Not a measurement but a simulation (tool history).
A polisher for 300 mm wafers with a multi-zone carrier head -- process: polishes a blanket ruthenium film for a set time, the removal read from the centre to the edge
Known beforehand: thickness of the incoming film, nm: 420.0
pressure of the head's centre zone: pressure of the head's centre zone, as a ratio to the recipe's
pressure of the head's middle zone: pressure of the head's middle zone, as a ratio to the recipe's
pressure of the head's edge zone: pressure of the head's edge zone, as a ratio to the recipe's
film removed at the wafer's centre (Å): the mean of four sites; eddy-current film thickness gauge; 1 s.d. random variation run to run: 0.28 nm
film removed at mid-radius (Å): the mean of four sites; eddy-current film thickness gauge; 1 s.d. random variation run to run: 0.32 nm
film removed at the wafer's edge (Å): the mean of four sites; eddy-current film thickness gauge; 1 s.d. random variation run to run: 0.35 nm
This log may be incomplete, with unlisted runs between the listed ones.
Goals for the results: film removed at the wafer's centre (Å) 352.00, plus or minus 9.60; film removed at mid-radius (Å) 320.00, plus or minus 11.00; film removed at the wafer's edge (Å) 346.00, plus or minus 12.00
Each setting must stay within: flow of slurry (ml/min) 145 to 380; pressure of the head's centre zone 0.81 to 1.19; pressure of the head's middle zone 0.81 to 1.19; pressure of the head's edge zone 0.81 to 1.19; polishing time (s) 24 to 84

| run | hour | flow of slurry (ml/min) | pressure of the head's centre zone | pressure of the head's middle zone | pressure of the head's edge zone | polishing time (s) | film removed at the wafer's centre (Å) | film removed at mid-radius (Å) | film removed at the wafer's edge (Å) |
|---|---|---|---|---|---|---|---|---|---|
| 1 | 0.0 | 245 | 1.00 | 1.00 | 1.00 | 54 | 586.97 | 603.08 | 615.99 |
| 2 | 4.0 | 245 | 1.00 | 1.00 | 1.00 | 63 | 689.08 | 693.75 | 707.34 |
| 3 | 9.2 | 235 | 1.01 | 0.96 | 0.95 | 52 | 563.60 | 551.20 | 582.65 |
| 4 | 10.2 | 270 | 1.01 | 0.96 | 0.95 | 52 | 574.22 | 560.00 | 574.01 |
| 5 | 15.4 | 270 | 1.01 | 0.96 | 0.95 | 45 | 495.00 | 483.37 | 502.91 |
| 6 | 18.5 | 270 | 1.07 | 0.96 | 0.95 | 45 | 523.96 | 490.49 | 503.39 |
| 7 | 21.0 | 270 | 1.07 | 0.96 | 0.95 | 45 | 519.38 | 492.82 | 500.37 |
| 8 | 26.5 | 280 | 1.06 | 0.94 | 0.93 | 40 | 463.22 | 431.72 | 442.77 |
| 9 | 28.2 | 285 | 1.04 | 0.91 | 0.90 | 37 | 422.23 | 390.24 | 401.82 |

Exercise: of the 4 proposed moves below, exactly one satisfies all targets within the stated allowed misses. Which move is it?
| A | 29.9 | 300 | 1.03 | 1.03 | 0.83 | 43 | ? | ? | ? |
| B | 29.9 | 295 | 0.84 | 1.09 | 0.95 | 37 | ? | ? | ? |
| C | 29.9 | 205 | 0.99 | 0.85 | 0.85 | 34 | ? | ? | ? |
| D | 29.9 | 255 | 1.12 | 0.81 | 0.94 | 31 | ? | ? | ? |

| move | film removed at the wafer's centre (Å) | film removed at mid-radius (Å) | film removed at the wafer's edge (Å) |
|---|---|---|---|
| A | 492.57 | 504.55 | 452.91 |
| B | 345.30 | 455.19 | 414.01 |
| C | 354.48 | 323.99 | 350.00 |
| D | 377.86 | 292.36 | 342.16 |
A: lands further from the targets than the last run did
B: corrects the largest miss of the last run, while another result sits out of spec
C: all results in spec
D: closes in on the targets versus the last run, not all within tolerance yet
Move C is the one to make.
